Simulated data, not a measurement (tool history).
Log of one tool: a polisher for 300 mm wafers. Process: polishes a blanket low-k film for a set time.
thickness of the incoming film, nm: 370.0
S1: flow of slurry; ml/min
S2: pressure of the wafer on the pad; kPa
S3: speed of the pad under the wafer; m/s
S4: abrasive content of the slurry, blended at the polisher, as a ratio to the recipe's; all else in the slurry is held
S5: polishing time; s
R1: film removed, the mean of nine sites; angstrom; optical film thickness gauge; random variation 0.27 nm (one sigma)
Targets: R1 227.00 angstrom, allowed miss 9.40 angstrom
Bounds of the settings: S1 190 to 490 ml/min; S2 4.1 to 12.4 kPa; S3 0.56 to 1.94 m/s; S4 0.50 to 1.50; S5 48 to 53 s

Run 1, hour 0.0: S1 315 ml/min, S2 8.3 kPa, S3 1.24 m/s, S4 1.00, S5 53 s. Result: R1 144.73 angstrom.
Run 2, hour 6.0: S1 315 ml/min, S2 8.3 kPa, S3 1.24 m/s, S4 1.00, S5 53 s. Result: R1 145.64 angstrom.
Run 3, hour 14.8: S1 270 ml/min, S2 8.3 kPa, S3 1.24 m/s, S4 1.00, S5 53 s. Result: R1 143.15 angstrom.
Run 4, hour 15.5: S1 270 ml/min, S2 8.3 kPa, S3 1.24 m/s, S4 1.00, S5 48 s. Result: R1 128.94 angstrom.
Run 5, hour 20.2: S1 200 ml/min, S2 8.3 kPa, S3 1.24 m/s, S4 1.00, S5 48 s. Result: R1 128.79 angstrom.
Run 6, hour 27.6: S1 200 ml/min, S2 8.3 kPa, S3 1.44 m/s, S4 1.00, S5 48 s. Result: R1 140.46 angstrom.
Run 7, hour 31.8: S1 200 ml/min, S2 9.0 kPa, S3 1.44 m/s, S4 1.00, S5 48 s. Result: R1 154.84 angstrom.
Run 8, hour 40.6: S1 205 ml/min, S2 10.3 kPa, S3 1.46 m/s, S4 1.00, S5 48 s. Result: R1 178.48 angstrom.
Run 9, hour 49.5: S1 210 ml/min, S2 11.7 kPa, S3 1.48 m/s, S4 1.00, S5 48 s. Result: R1 207.59 angstrom.

5 next moves are on the table. One of them brings every result within its allowed miss. Which?
Run A, hour 58.4: S1 215 ml/min, S2 11.7 kPa, S3 1.40 m/s, S4 0.95, S5 50 s. Result: R1 ?.
Run B, hour 58.4: S1 225 ml/min, S2 11.7 kPa, S3 1.38 m/s, S4 0.95, S5 52 s. Result: R1 ?.
Run C, hour 58.4: S1 270 ml/min, S2 12.4 kPa, S3 1.30 m/s, S4 1.20, S5 51 s. Result: R1 ?.
Run D, hour 58.4: S1 190 ml/min, S2 10.3 kPa, S3 1.72 m/s, S4 0.85, S5 51 s. Result: R1 ?.
Run E, hour 58.4: S1 330 ml/min, S2 12.4 kPa, S3 1.00 m/s, S4 0.95, S5 53 s. Result: R1 ?.

move      R1
   A  199.99
   B  206.46
   C  226.78
   D  201.05
   E  177.31
A: further off than the last run
B: further off than the last run
C: meets every target
D: further off than the last run
E: further off than the last run
The right move is C.
